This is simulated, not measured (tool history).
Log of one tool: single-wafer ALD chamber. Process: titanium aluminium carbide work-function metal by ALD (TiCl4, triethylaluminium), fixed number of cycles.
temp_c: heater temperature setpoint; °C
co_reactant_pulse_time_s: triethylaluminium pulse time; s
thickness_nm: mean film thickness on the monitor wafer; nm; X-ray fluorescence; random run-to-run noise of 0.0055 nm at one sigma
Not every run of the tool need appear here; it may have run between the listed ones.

run,hour,temp_c,co_reactant_pulse_time_s,thickness_nm
1,0.0,310,11.79,2.1810
2,2.4,306,11.79,2.1437
3,6.4,308,12.04,2.1641
4,10.4,313,12.04,2.2050
5,12.3,313,9.06,2.1134
6,17.7,313,10.55,2.1823
7,24.9,315,10.68,2.1961
8,25.6,316,10.80,2.2093

Run 9 has not been measured yet. What should we expect?
9,33.5,317,10.91,?

{"run 9": {"thickness_nm": 2.2277}}
